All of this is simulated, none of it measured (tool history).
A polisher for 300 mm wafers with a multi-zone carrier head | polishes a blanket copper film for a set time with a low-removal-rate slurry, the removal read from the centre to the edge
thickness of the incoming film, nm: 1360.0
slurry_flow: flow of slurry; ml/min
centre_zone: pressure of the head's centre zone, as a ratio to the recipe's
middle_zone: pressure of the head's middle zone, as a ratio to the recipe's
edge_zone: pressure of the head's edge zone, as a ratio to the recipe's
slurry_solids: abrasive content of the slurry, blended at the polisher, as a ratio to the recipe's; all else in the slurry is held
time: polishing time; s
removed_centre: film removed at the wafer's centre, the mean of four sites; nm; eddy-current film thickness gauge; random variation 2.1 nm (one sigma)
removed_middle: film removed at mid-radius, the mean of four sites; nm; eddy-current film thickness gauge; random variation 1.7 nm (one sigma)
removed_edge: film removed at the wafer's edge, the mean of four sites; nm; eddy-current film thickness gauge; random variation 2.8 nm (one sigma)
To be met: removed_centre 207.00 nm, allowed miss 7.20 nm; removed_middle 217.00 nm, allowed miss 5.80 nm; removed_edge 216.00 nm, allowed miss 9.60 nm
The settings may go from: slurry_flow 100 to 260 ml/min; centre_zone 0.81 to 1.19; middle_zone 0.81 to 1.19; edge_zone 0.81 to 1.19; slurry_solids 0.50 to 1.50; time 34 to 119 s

Run 1, hour 0.0: slurry_flow 165 ml/min, centre_zone 1.00, middle_zone 1.00, edge_zone 1.00, slurry_solids 1.00, time 76 s. Result: removed_centre 151.38 nm, removed_middle 137.42 nm, removed_edge 137.67 nm.
Run 2, hour 3.0: slurry_flow 165 ml/min, centre_zone 1.00, middle_zone 1.00, edge_zone 1.00, slurry_solids 1.20, time 76 s. Result: removed_centre 159.09 nm, removed_middle 146.14 nm, removed_edge 141.80 nm.
Run 3, hour 9.0: slurry_flow 170 ml/min, centre_zone 0.98, middle_zone 1.01, edge_zone 1.05, slurry_solids 1.30, time 82 s. Result: removed_centre 173.70 nm, removed_middle 159.97 nm, removed_edge 163.57 nm.
Run 4, hour 13.7: slurry_flow 170 ml/min, centre_zone 0.98, middle_zone 1.01, edge_zone 1.12, slurry_solids 1.30, time 82 s. Result: removed_centre 175.91 nm, removed_middle 164.27 nm, removed_edge 166.69 nm.
Run 5, hour 19.7: slurry_flow 170 ml/min, centre_zone 1.01, middle_zone 1.01, edge_zone 1.12, slurry_solids 1.30, time 82 s. Result: removed_centre 181.63 nm, removed_middle 161.87 nm, removed_edge 173.51 nm.
Run 6, hour 24.8: slurry_flow 170 ml/min, centre_zone 1.01, middle_zone 1.01, edge_zone 1.19, slurry_solids 1.30, time 82 s. Result: removed_centre 179.55 nm, removed_middle 163.58 nm, removed_edge 177.65 nm.
Run 7, hour 26.4: slurry_flow 170 ml/min, centre_zone 0.99, middle_zone 1.03, edge_zone 1.19, slurry_solids 1.35, time 86 s. Result: removed_centre 185.96 nm, removed_middle 174.16 nm, removed_edge 184.46 nm.
Run 8, hour 32.1: slurry_flow 175 ml/min, centre_zone 0.96, middle_zone 1.04, edge_zone 1.19, slurry_solids 1.40, time 90 s. Result: removed_centre 193.72 nm, removed_middle 184.32 nm, removed_edge 198.63 nm.
At hour 39.5: centre zone pressure recalibrated.
Run 9, hour 39.5: slurry_flow 175 ml/min, centre_zone 0.96, middle_zone 1.04, edge_zone 1.19, slurry_solids 1.40, time 90 s. Result: removed_centre 178.10 nm, removed_middle 186.85 nm, removed_edge 198.70 nm.

5 next moves are on the table. One of them brings every result within its allowed miss. Which?
Run A, hour 46.9: slurry_flow 185 ml/min, centre_zone 0.82, middle_zone 0.97, edge_zone 1.12, slurry_solids 1.50, time 95 s. Result: removed_centre ?, removed_middle ?, removed_edge ?.
Run B, hour 46.9: slurry_flow 230 ml/min, centre_zone 0.99, middle_zone 1.17, edge_zone 1.13, slurry_solids 1.30, time 86 s. Result: removed_centre ?, removed_middle ?, removed_edge ?.
Run C, hour 46.9: slurry_flow 125 ml/min, centre_zone 0.91, middle_zone 1.19, edge_zone 0.98, slurry_solids 1.35, time 108 s. Result: removed_centre ?, removed_middle ?, removed_edge ?.
Run D, hour 46.9: slurry_flow 225 ml/min, centre_zone 1.02, middle_zone 1.10, edge_zone 1.18, slurry_solids 1.50, time 94 s. Result: removed_centre ?, removed_middle ?, removed_edge ?.
Run E, hour 46.9: slurry_flow 190 ml/min, centre_zone 1.13, middle_zone 1.06, edge_zone 1.15, slurry_solids 1.35, time 92 s. Result: removed_centre ?, removed_middle ?, removed_edge ?.

move  removed_centre  removed_middle  removed_edge
   A          163.53          190.50        206.11
   B          176.25          199.89        183.45
   C          184.90          233.68        202.10
   D          205.75          215.14        213.31
   E          210.35          193.47        196.72
A: further off than the last run
B: nearer than the last run, and not there yet
C: takes the result that was furthest off past its target
D: meets every target
E: nearer than the last run, and not there yet
The right move is D.
